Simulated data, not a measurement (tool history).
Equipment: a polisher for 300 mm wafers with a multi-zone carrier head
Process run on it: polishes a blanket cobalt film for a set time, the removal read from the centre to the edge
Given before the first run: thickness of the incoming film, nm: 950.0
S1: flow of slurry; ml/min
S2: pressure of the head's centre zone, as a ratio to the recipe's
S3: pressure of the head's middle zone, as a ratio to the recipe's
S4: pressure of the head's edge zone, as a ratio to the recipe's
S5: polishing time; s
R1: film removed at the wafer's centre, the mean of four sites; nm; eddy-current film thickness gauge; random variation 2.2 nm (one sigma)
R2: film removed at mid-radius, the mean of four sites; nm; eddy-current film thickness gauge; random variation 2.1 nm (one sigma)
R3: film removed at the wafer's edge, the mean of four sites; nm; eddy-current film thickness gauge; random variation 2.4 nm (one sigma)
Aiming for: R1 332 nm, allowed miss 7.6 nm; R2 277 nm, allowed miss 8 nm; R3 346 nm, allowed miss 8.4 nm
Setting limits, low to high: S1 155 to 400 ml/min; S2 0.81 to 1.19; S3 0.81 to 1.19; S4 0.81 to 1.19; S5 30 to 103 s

run 1 hour=0 | S1=255 S2=1 S3=1 S4=1 S5=66 | R1=365.42 R2=356.69 R3=359.08
run 2 hour=7.7 | S1=255 S2=1 S3=1 S4=1 S5=53 | R1=289.47 R2=284.09 R3=290.46
run 3 hour=10.5 | S1=255 S2=1 S3=1 S4=0.95 S5=53 | R1=289.85 R2=278.11 R3=283.48
run 4 hour=17.2 | S1=255 S2=1 S3=1 S4=0.95 S5=43 | R1=236.99 R2=229.59 R3=228.75
run 5 hour=19.4 | S1=255 S2=1 S3=1 S4=1 S5=43 | R1=236.18 R2=226.8 R3=237.89
run 6 hour=24.3 | S1=265 S2=1.02 S3=0.98 S4=1.05 S5=47 | R1=261.14 R2=248.03 R3=263.88
run 7 hour=30.5 | S1=265 S2=1.02 S3=0.98 S4=1.05 S5=47 | R1=263.23 R2=248.42 R3=266.23
run 8 hour=37.4 | S1=275 S2=1.03 S3=0.95 S4=1.09 S5=49 | R1=278.77 R2=252.37 R3=279.39
run 9 hour=43.1 | S1=265 S2=1.03 S3=0.92 S4=1.12 S5=52 | R1=294.93 R2=260.53 R3=301.54
run 10 hour=47.2 | S1=265 S2=1.03 S3=0.9 S4=1.14 S5=53 | R1=298.62 R2=259.49 R3=312.24
run 11 hour=49.6 | S1=270 S2=1.03 S3=0.89 S4=1.15 S5=54 | R1=308.6 R2=262.65 R3=315.84
run 12 hour=57.9 | S1=270 S2=1.03 S3=0.88 S4=1.16 S5=55 | R1=314.24 R2=263.73 R3=329.51
run 13 hour=64.3 | S1=285 S2=1.03 S3=0.88 S4=1.17 S5=55 | R1=312.45 R2=267.38 R3=329.64
run 14 hour=65.9 | S1=295 S2=1.04 S3=0.88 S4=1.18 S5=55 | R1=318.38 R2=265.15 R3=329.32
run 15 hour=74.5 | S1=295 S2=1.04 S3=0.88 S4=1.18 S5=56 | R1=320.28 R2=272.58 R3=337.09

Which of these 4 next moves meets every target?
run A hour=83.1 | S1=195 S2=1.02 S3=0.88 S4=1.15 S5=58 | R1=? R2=? R3=?
run B hour=83.1 | S1=315 S2=1.05 S3=0.9 S4=1.19 S5=53 | R1=? R2=? R3=?
run C hour=83.1 | S1=305 S2=0.97 S3=0.84 S4=1.19 S5=58 | R1=? R2=? R3=?
run D hour=83.1 | S1=265 S2=1.05 S3=0.88 S4=1.19 S5=58 | R1=? R2=? R3=?

move=A R1=310.67 R2=272.39 R3=331.91
move=B R1=310.73 R2=267.78 R3=321.61
move=C R1=312.78 R2=276.13 R3=351.44
move=D R1=333.64 R2=282.79 R3=347.53
A: lands further from the targets than the last run did
B: lands further from the targets than the last run did
C: lands further from the targets than the last run did
D: all results in spec
Correct choice: D, which meets every target
